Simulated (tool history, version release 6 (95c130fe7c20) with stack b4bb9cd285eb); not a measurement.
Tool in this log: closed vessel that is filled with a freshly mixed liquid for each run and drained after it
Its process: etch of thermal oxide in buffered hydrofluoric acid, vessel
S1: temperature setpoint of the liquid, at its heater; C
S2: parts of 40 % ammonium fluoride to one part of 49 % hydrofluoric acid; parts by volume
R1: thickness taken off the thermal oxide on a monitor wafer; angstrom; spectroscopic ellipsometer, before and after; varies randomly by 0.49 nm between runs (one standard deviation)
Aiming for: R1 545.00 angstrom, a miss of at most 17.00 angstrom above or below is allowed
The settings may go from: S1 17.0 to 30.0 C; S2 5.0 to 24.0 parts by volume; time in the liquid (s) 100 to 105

Run 1, hour 0.0: S1 22.0 C, S2 14.5 parts by volume, time in the liquid (s) 100. Result: R1 687.26 angstrom.
Run 2, hour 3.6: S1 21.0 C, S2 14.5 parts by volume, time in the liquid (s) 100. Result: R1 663.53 angstrom.
Run 3, hour 7.1: S1 20.0 C, S2 14.5 parts by volume, time in the liquid (s) 100. Result: R1 613.61 angstrom.
Run 4, hour 11.2: S1 20.0 C, S2 14.5 parts by volume, time in the liquid (s) 100. Result: R1 626.50 angstrom.
Run 5, hour 18.4: S1 20.0 C, S2 11.5 parts by volume, time in the liquid (s) 100. Result: R1 786.38 angstrom.
Run 6, hour 25.7: S1 20.0 C, S2 11.5 parts by volume, time in the liquid (s) 105. Result: R1 824.05 angstrom.
Run 7, hour 32.3: S1 19.0 C, S2 12.5 parts by volume, time in the liquid (s) 105. Result: R1 718.73 angstrom.
Run 8, hour 34.2: S1 18.5 C, S2 13.0 parts by volume, time in the liquid (s) 105. Result: R1 677.18 angstrom.
Run 9, hour 42.3: S1 18.0 C, S2 13.5 parts by volume, time in the liquid (s) 105. Result: R1 628.95 angstrom.

Below are 5 possible settings for the next run. Only one of them brings all results inside the allowed miss of their targets. Which is it?
Run A, hour 50.4: S1 18.0 C, S2 15.0 parts by volume, time in the liquid (s) 100. Result: R1 ?.
Run B, hour 50.4: S1 20.5 C, S2 12.0 parts by volume, time in the liquid (s) 100. Result: R1 ?.
Run C, hour 50.4: S1 17.0 C, S2 13.0 parts by volume, time in the liquid (s) 100. Result: R1 ?.
Run D, hour 50.4: S1 19.5 C, S2 14.5 parts by volume, time in the liquid (s) 100. Result: R1 ?.
Run E, hour 50.4: S1 18.5 C, S2 14.0 parts by volume, time in the liquid (s) 100. Result: R1 ?.

move      R1
   A  542.00
   B  776.69
   C  589.28
   D  609.98
   E  596.74
A: in spec on every target
B: further off than the last run
C: nearer the targets than the last run, but a result is still out of spec
D: nearer the targets than the last run, but a result is still out of spec
E: nearer the targets than the last run, but a result is still out of spec
Correct choice: A, which meets every target

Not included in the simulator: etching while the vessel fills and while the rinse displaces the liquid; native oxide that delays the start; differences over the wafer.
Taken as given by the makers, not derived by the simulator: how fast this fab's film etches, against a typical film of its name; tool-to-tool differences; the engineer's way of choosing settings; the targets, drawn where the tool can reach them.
